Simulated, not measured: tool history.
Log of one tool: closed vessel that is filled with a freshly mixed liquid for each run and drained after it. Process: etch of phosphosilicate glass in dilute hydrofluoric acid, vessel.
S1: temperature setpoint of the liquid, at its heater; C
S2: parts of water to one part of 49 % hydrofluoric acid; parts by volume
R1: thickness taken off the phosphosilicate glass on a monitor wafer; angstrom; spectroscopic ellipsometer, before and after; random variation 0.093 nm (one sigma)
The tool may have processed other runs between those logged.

{"run": 1, "hour": 0.0, "S1": 25.0, "S2": 270, "time in the liquid (s)": 30, "R1": 168.67}
{"run": 2, "hour": 7.4, "S1": 25.0, "S2": 270, "time in the liquid (s)": 30, "R1": 167.85}
{"run": 3, "hour": 15.1, "S1": 27.0, "S2": 270, "time in the liquid (s)": 30, "R1": 180.99}
{"run": 4, "hour": 19.6, "S1": 28.5, "S2": 270, "time in the liquid (s)": 30, "R1": 190.59}
{"run": 5, "hour": 23.5, "S1": 28.5, "S2": 270, "time in the liquid (s)": 30, "R1": 191.63}
{"run": 6, "hour": 30.0, "S1": 28.5, "S2": 270, "time in the liquid (s)": 30, "R1": 190.69}
{"run": 7, "hour": 36.2, "S1": 29.5, "S2": 270, "time in the liquid (s)": 30, "R1": 197.4}
{"run": 8, "hour": 42.5, "S1": 30.5, "S2": 270, "time in the liquid (s)": 30, "R1": 202.35}

The next listed run, before its measurement:
{"run": 9, "hour": 44.3, "S1": 33.0, "S2": 265, "time in the liquid (s)": 30, "R1": "?"}

R1: 224.84 angstrom
